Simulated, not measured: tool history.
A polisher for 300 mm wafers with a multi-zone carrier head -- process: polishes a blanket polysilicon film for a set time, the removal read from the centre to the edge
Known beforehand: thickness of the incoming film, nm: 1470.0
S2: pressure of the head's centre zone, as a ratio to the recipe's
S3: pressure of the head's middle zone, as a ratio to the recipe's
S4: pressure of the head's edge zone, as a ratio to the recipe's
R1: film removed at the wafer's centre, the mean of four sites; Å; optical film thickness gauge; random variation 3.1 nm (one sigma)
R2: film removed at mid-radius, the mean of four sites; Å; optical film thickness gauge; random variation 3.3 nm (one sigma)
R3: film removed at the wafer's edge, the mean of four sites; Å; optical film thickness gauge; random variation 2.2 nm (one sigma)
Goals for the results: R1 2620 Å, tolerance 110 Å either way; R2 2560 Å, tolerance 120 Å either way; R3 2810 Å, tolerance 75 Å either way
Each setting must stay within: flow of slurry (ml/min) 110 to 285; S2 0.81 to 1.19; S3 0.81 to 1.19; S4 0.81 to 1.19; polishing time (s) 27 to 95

run 1 hour=0 | flow_of_slurry_(ml/min)=180 S2=1 S3=1 S4=1 polishing_time_(s)=61 | R1=3831.3 R2=3847.9 R3=3841.6
run 2 hour=4.4 | flow_of_slurry_(ml/min)=175 S2=0.99 S3=0.98 S4=0.99 polishing_time_(s)=59 | R1=3855.9 R2=3752.4 R3=3730.3
run 3 hour=7 | flow_of_slurry_(ml/min)=175 S2=0.98 S3=0.97 S4=1.01 polishing_time_(s)=56 | R1=3517.9 R2=3420.2 R3=3530.7
run 4 hour=13.3 | flow_of_slurry_(ml/min)=170 S2=0.97 S3=0.96 S4=1.01 polishing_time_(s)=55 | R1=3436.4 R2=3327.7 R3=3514.7
run 5 hour=15.4 | flow_of_slurry_(ml/min)=170 S2=0.96 S3=0.95 S4=1 polishing_time_(s)=54 | R1=3324.1 R2=3303.4 R3=3424.1
run 6 hour=22.7 | flow_of_slurry_(ml/min)=170 S2=0.96 S3=0.95 S4=1 polishing_time_(s)=64 | R1=3973.8 R2=3913.3 R3=4005
run 7 hour=26.5 | flow_of_slurry_(ml/min)=170 S2=0.96 S3=0.95 S4=1 polishing_time_(s)=64 | R1=3911.4 R2=3935.5 R3=4035.4
run 8 hour=32.3 | flow_of_slurry_(ml/min)=170 S2=0.96 S3=0.95 S4=1 polishing_time_(s)=64 | R1=4003.2 R2=3970 R3=4035
run 9 hour=33.6 | flow_of_slurry_(ml/min)=170 S2=0.96 S3=0.95 S4=1 polishing_time_(s)=64 | R1=3934.1 R2=3956.1 R3=4079.1
run 10 hour=38.6 | flow_of_slurry_(ml/min)=170 S2=0.95 S3=0.94 S4=1 polishing_time_(s)=62 | R1=3782.7 R2=3797.2 R3=3940.9
run 11 hour=40.7 | flow_of_slurry_(ml/min)=165 S2=0.95 S3=0.94 S4=1 polishing_time_(s)=60 | R1=3657.6 R2=3583.6 R3=3755.6
run 12 hour=42.9 | flow_of_slurry_(ml/min)=160 S2=0.94 S3=0.94 S4=0.99 polishing_time_(s)=58 | R1=3519.2 R2=3456.8 R3=3586.7
run 13 hour=44.9 | flow_of_slurry_(ml/min)=155 S2=0.93 S3=0.93 S4=0.99 polishing_time_(s)=57 | R1=3398.2 R2=3347.4 R3=3574.6
run 14 hour=46.5 | flow_of_slurry_(ml/min)=155 S2=0.92 S3=0.93 S4=0.98 polishing_time_(s)=56 | R1=3273.1 R2=3401.4 R3=3432
run 15 hour=47.6 | flow_of_slurry_(ml/min)=150 S2=0.92 S3=0.92 S4=0.98 polishing_time_(s)=55 | R1=3140 R2=3210.1 R3=3423.5
run 16 hour=53.3 | flow_of_slurry_(ml/min)=150 S2=0.92 S3=0.91 S4=0.97 polishing_time_(s)=54 | R1=3120.5 R2=3125.7 R3=3285
run 17 hour=54.4 | flow_of_slurry_(ml/min)=150 S2=0.92 S3=0.91 S4=0.97 polishing_time_(s)=54 | R1=3096 R2=3134.6 R3=3331
run 18 hour=62.7 | flow_of_slurry_(ml/min)=145 S2=0.92 S3=0.9 S4=0.96 polishing_time_(s)=53 | R1=2984.9 R2=2991.5 R3=3229.7

Which one of the following 4 next-run settings gets every result inside its allowed miss? There is exactly one.
run A hour=71 | flow_of_slurry_(ml/min)=160 S2=0.94 S3=1.13 S4=0.81 polishing_time_(s)=53 | R1=? R2=? R3=?
run B hour=71 | flow_of_slurry_(ml/min)=125 S2=1.19 S3=0.85 S4=1.05 polishing_time_(s)=46 | R1=? R2=? R3=?
run C hour=71 | flow_of_slurry_(ml/min)=185 S2=1.01 S3=0.98 S4=0.94 polishing_time_(s)=45 | R1=? R2=? R3=?
run D hour=71 | flow_of_slurry_(ml/min)=110 S2=0.88 S3=0.84 S4=0.88 polishing_time_(s)=50 | R1=? R2=? R3=?

move=A R1=3187.9 R2=3767.4 R3=2996.7
move=B R1=3244.5 R2=2464.2 R3=2858.4
move=C R1=2949.1 R2=2893.5 R3=2769.7
move=D R1=2629.3 R2=2592.5 R3=2809.2
A: its largest miss is bigger than the last run's
B: the furthest-off result lands on target, but another misses its tolerance
C: the furthest-off result lands on target, but another misses its tolerance
D: in spec on every target
Correct choice: D, which meets every target

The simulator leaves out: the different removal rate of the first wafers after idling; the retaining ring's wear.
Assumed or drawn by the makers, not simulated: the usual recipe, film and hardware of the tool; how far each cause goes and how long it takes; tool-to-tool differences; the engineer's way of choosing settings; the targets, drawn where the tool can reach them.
